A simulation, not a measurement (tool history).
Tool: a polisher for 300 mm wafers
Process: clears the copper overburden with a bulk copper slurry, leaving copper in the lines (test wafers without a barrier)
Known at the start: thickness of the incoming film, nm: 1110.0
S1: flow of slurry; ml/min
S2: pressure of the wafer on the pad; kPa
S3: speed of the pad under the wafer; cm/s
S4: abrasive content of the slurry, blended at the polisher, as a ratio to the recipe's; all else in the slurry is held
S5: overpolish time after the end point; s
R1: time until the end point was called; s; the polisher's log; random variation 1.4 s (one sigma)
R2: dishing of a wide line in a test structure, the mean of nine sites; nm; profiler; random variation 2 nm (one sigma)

run,hour,S1,S2,S3,S4,S5,R1,R2
1,0.0,210,18.6,110,1.0,26,128.26,105.480
2,0.7,210,15.9,110,1.0,26,144.23,96.687
3,7.3,210,15.9,134,1.0,26,119.37,106.990
4,15.2,210,15.9,134,1.0,35,116.52,119.490
5,18.0,210,15.9,114,1.0,35,139.56,110.520
6,23.8,210,16.5,114,1.0,34,133.54,112.050
7,26.1,210,17.2,114,1.0,33,127.55,113.810

The next listed run, before its measurement:
8,30.8,210,17.9,114,1.0,32,?,?

R1: 127.19 s
R2: 114.160 nm
